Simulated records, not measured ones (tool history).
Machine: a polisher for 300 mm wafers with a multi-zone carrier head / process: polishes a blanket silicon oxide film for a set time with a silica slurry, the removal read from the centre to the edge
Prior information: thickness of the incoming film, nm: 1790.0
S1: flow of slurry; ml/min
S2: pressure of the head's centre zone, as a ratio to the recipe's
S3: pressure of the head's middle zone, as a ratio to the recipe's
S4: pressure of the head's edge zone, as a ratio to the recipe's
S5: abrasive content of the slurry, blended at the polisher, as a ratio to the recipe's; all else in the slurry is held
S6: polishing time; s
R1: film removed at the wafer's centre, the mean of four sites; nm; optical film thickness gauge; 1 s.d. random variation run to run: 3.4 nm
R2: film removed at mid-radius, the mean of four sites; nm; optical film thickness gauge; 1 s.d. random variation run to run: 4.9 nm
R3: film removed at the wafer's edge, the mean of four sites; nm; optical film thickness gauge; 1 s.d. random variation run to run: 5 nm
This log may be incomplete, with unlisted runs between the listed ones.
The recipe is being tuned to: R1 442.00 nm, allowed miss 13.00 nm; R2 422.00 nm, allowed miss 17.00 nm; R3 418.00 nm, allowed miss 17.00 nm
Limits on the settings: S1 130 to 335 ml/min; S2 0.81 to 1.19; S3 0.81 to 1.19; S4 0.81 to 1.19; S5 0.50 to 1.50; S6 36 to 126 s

run 1 hour=0.0 | S1=215 S2=1.00 S3=1.00 S4=1.00 S5=1.00 S6=81 | R1=320.95 R2=319.39 R3=306.31
run 2 hour=2.1 | S1=215 S2=1.00 S3=0.97 S4=1.00 S5=1.00 S6=81 | R1=319.09 R2=316.61 R3=313.94
run 3 hour=10.2 | S1=215 S2=1.07 S3=0.97 S4=1.00 S5=1.00 S6=81 | R1=340.61 R2=307.42 R3=304.88
run 4 hour=13.0 | S1=215 S2=1.07 S3=0.97 S4=1.00 S5=1.20 S6=81 | R1=365.34 R2=339.24 R3=332.29
-- hour=21.5 edge zone pressure recalibrated
run 5 hour=21.5 | S1=215 S2=1.07 S3=0.97 S4=1.00 S5=1.05 S6=81 | R1=345.15 R2=318.42 R3=329.43
run 6 hour=28.7 | S1=215 S2=1.07 S3=1.03 S4=1.00 S5=1.05 S6=81 | R1=353.16 R2=336.78 R3=325.17
run 7 hour=36.7 | S1=220 S2=1.08 S3=1.05 S4=1.02 S5=1.10 S6=81 | R1=358.63 R2=342.79 R3=336.60
run 8 hour=43.5 | S1=225 S2=1.09 S3=1.06 S4=1.03 S5=1.15 S6=81 | R1=369.00 R2=361.58 R3=345.05
run 9 hour=45.0 | S1=230 S2=1.10 S3=1.06 S4=1.04 S5=1.20 S6=81 | R1=381.12 R2=368.42 R3=351.83
run 10 hour=45.6 | S1=230 S2=1.11 S3=1.07 S4=1.06 S5=1.20 S6=81 | R1=384.92 R2=367.07 R3=358.86
run 11 hour=52.7 | S1=235 S2=1.12 S3=1.08 S4=1.07 S5=1.20 S6=81 | R1=391.69 R2=369.73 R3=355.37
run 12 hour=58.3 | S1=230 S2=1.12 S3=1.08 S4=1.08 S5=1.25 S6=81 | R1=394.14 R2=383.70 R3=363.51
run 13 hour=64.9 | S1=235 S2=1.12 S3=1.07 S4=1.09 S5=1.25 S6=81 | R1=389.56 R2=378.03 R3=372.04
run 14 hour=70.5 | S1=240 S2=1.13 S3=1.08 S4=1.10 S5=1.25 S6=81 | R1=399.34 R2=379.29 R3=377.28
run 15 hour=75.6 | S1=245 S2=1.14 S3=1.09 S4=1.11 S5=1.25 S6=81 | R1=408.99 R2=373.77 R3=371.16
run 16 hour=83.0 | S1=250 S2=1.14 S3=1.09 S4=1.12 S5=1.25 S6=81 | R1=408.62 R2=385.69 R3=376.51
run 17 hour=83.8 | S1=255 S2=1.14 S3=1.09 S4=1.13 S5=1.25 S6=81 | R1=405.29 R2=386.43 R3=373.80

Next run, 5 choices. One meets every target within its allowed miss, the rest don't. Which?
run A hour=84.6 | S1=295 S2=0.89 S3=1.06 S4=1.16 S5=1.35 S6=83 | R1=? R2=? R3=?
run B hour=84.6 | S1=160 S2=1.19 S3=0.87 S4=1.16 S5=1.40 S6=91 | R1=? R2=? R3=?
run C hour=84.6 | S1=265 S2=1.14 S3=1.09 S4=1.17 S5=1.30 S6=87 | R1=? R2=? R3=?
run D hour=84.6 | S1=285 S2=1.11 S3=1.16 S4=1.07 S5=1.45 S6=84 | R1=? R2=? R3=?
run E hour=84.6 | S1=130 S2=1.13 S3=0.87 S4=1.19 S5=1.35 S6=100 | R1=? R2=? R3=?

move=A R1=341.95 R2=405.27 R3=413.98
move=B R1=446.79 R2=347.58 R3=430.76
move=C R1=437.31 R2=423.36 R3=425.62
move=D R1=433.03 R2=452.77 R3=411.81
move=E R1=436.40 R2=358.52 R3=456.48
A: lands further from the targets than the last run did
B: brings the result that was furthest off to its target, and leaves another outside
C: in spec on every target
D: brings the result that was furthest off to its target, and leaves another outside
E: brings the result that was furthest off to its target, and leaves another outside
C is the move that brings every result within its allowed miss.
